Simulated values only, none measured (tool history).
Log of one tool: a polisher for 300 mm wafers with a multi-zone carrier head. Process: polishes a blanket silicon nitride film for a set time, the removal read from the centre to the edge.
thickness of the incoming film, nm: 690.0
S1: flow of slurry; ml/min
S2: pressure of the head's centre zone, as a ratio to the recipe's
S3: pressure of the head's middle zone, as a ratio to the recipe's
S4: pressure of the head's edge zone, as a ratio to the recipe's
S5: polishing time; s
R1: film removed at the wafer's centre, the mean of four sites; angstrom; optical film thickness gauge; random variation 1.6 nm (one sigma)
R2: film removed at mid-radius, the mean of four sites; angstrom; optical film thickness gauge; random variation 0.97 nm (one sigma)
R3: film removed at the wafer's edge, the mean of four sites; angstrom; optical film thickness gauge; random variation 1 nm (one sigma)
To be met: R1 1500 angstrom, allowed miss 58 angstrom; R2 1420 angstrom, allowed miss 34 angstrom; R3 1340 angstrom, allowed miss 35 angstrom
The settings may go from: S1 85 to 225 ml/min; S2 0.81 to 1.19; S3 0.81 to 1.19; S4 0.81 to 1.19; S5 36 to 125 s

{"run": 1, "hour": 0.0, "S1": 145, "S2": 1, "S3": 1, "S4": 1, "S5": 80, "R1": 1090.6, "R2": 1116.7, "R3": 1171.5}
{"run": 2, "hour": 6.8, "S1": 145, "S2": 1, "S3": 1, "S4": 1.04, "S5": 80, "R1": 1127.3, "R2": 1108.8, "R3": 1189.3}
{"run": 3, "hour": 15.4, "S1": 145, "S2": 1.05, "S3": 1, "S4": 1.04, "S5": 80, "R1": 1157.6, "R2": 1116.6, "R3": 1193.5}
{"run": 4, "hour": 17.4, "S1": 175, "S2": 1.05, "S3": 1, "S4": 1.04, "S5": 80, "R1": 1167.8, "R2": 1145.7, "R3": 1211.7}
{"run": 5, "hour": 19.5, "S1": 175, "S2": 1.13, "S3": 1, "S4": 1.04, "S5": 80, "R1": 1275.2, "R2": 1139.8, "R3": 1221.5}
{"run": 6, "hour": 28.2, "S1": 200, "S2": 1.13, "S3": 1, "S4": 1.04, "S5": 80, "R1": 1296.3, "R2": 1168.9, "R3": 1236.4}
{"run": 7, "hour": 34.9, "S1": 200, "S2": 1.14, "S3": 1.02, "S4": 1.04, "S5": 81, "R1": 1343.5, "R2": 1192.3, "R3": 1265.7}
{"hour": 39.2, "done": "slurry nozzle cleaned"}
{"run": 8, "hour": 39.2, "S1": 205, "S2": 1.14, "S3": 1.05, "S4": 1.03, "S5": 82, "R1": 1416.4, "R2": 1270.8, "R3": 1280.4}
{"run": 9, "hour": 40.0, "S1": 205, "S2": 1.14, "S3": 1.07, "S4": 1.04, "S5": 82, "R1": 1389.4, "R2": 1297.3, "R3": 1284}
{"run": 10, "hour": 48.2, "S1": 205, "S2": 1.14, "S3": 1.07, "S4": 1.04, "S5": 82, "R1": 1409.2, "R2": 1266.7, "R3": 1282.8}
{"run": 11, "hour": 57.1, "S1": 205, "S2": 1.13, "S3": 1.09, "S4": 1.04, "S5": 82, "R1": 1404.9, "R2": 1302.3, "R3": 1288.6}
{"run": 12, "hour": 61.9, "S1": 225, "S2": 1.16, "S3": 1.15, "S4": 1.07, "S5": 83, "R1": 1453, "R2": 1386.5, "R3": 1331.4}
{"run": 13, "hour": 67.0, "S1": 225, "S2": 1.16, "S3": 1.15, "S4": 1.07, "S5": 83, "R1": 1454.1, "R2": 1371.3, "R3": 1335.1}

5 next moves are on the table. One of them brings every result within its allowed miss. Which?
{"run": "A", "hour": 72.1, "S1": 225, "S2": 1.16, "S3": 1.19, "S4": 1.02, "S5": 81, "R1": "?", "R2": "?", "R3": "?"}
{"run": "B", "hour": 72.1, "S1": 210, "S2": 1.15, "S3": 1.13, "S4": 1.11, "S5": 81, "R1": "?", "R2": "?", "R3": "?"}
{"run": "C", "hour": 72.1, "S1": 225, "S2": 1.14, "S3": 1.14, "S4": 1.16, "S5": 82, "R1": "?", "R2": "?", "R3": "?"}
{"run": "D", "hour": 72.1, "S1": 200, "S2": 1.19, "S3": 1.16, "S4": 1.09, "S5": 81, "R1": "?", "R2": "?", "R3": "?"}
{"run": "E", "hour": 72.1, "S1": 205, "S2": 1.15, "S3": 1.13, "S4": 1.01, "S5": 87, "R1": "?", "R2": "?", "R3": "?"}

move=A R1=1412.7 R2=1388.7 R3=1275.4
move=B R1=1388.6 R2=1327.8 R3=1323.5
move=C R1=1406.5 R2=1363.2 R3=1378.2
move=D R1=1425.2 R2=1344.9 R3=1305.5
move=E R1=1486.8 R2=1422.4 R3=1353.6
A: brings the result that was furthest off to its target, and leaves another outside
B: further off than the last run
C: further off than the last run
D: further off than the last run
E: meets every target
Move E is the one to make.
